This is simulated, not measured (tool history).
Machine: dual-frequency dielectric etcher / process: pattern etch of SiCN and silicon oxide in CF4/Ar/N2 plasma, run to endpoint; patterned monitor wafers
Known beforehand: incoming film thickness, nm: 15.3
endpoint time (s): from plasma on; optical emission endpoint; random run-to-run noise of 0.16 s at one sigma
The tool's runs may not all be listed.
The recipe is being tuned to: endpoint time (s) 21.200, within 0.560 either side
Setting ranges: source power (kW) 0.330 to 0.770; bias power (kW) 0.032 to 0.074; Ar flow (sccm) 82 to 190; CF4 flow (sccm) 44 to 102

run,hour,source power (kW),bias power (kW),Ar flow (sccm),CF4 flow (sccm),endpoint time (s)
1,0.0,0.550,0.053,136,73,17.873
2,4.7,0.550,0.053,115,73,17.645
3,13.5,0.530,0.053,115,73,18.029
4,20.0,0.510,0.053,115,73,18.544
5,23.1,0.500,0.053,115,73,18.844
6,31.7,0.490,0.053,115,73,19.223
7,39.8,0.480,0.053,115,73,19.534
8,48.8,0.470,0.053,115,73,19.861
9,55.2,0.470,0.053,115,73,19.685

5 next moves are on the table. One of them brings every result within its allowed miss. Which?
A,61.6,0.390,0.065,104,102,?
B,61.6,0.460,0.055,117,71,?
C,61.6,0.430,0.053,113,71,?
D,61.6,0.450,0.053,114,76,?
E,61.6,0.510,0.044,106,64,?

move,endpoint time (s)
A,19.319
B,19.733
C,20.974
D,20.026
E,20.071
A: lands further from the targets than the last run did
B: about the same distance from the targets as the last run
C: every result lands within tolerance
D: an improvement on the last run, though not all results are within tolerance
E: an improvement on the last run, though not all results are within tolerance
The move that meets every target is C.

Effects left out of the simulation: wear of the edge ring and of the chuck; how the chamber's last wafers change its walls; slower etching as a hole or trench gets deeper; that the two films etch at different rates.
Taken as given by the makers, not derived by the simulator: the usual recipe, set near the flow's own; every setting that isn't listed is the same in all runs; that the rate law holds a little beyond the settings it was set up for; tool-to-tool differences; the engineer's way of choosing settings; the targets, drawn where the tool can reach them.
